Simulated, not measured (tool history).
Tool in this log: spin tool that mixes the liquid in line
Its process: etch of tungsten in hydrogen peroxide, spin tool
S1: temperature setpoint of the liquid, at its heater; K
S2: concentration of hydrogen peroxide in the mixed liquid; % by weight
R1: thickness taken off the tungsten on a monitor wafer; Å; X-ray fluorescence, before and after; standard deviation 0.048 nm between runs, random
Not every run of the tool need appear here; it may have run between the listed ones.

Run 1, hour 0.0: S1 323.15 K, S2 19 % by weight, time under the liquid (s) 15. Result: R1 115.850 Å.
Run 2, hour 5.9: S1 323.15 K, S2 15 % by weight, time under the liquid (s) 15. Result: R1 104.610 Å.
Run 3, hour 12.4: S1 321.15 K, S2 15 % by weight, time under the liquid (s) 15. Result: R1 93.659 Å.
Run 4, hour 15.1: S1 321.15 K, S2 15 % by weight, time under the liquid (s) 15. Result: R1 93.394 Å.
Run 5, hour 21.9: S1 319.65 K, S2 15 % by weight, time under the liquid (s) 15. Result: R1 84.626 Å.
Run 6, hour 27.8: S1 318.65 K, S2 15 % by weight, time under the liquid (s) 15. Result: R1 79.924 Å.
Run 7, hour 31.0: S1 317.65 K, S2 15 % by weight, time under the liquid (s) 15. Result: R1 74.071 Å.

Expected results for the next run?
Run 8, hour 32.6: S1 314.15 K, S2 15 % by weight, time under the liquid (s) 15. Result: R1 ?.

Run 8 measured R1 58.439 Å.
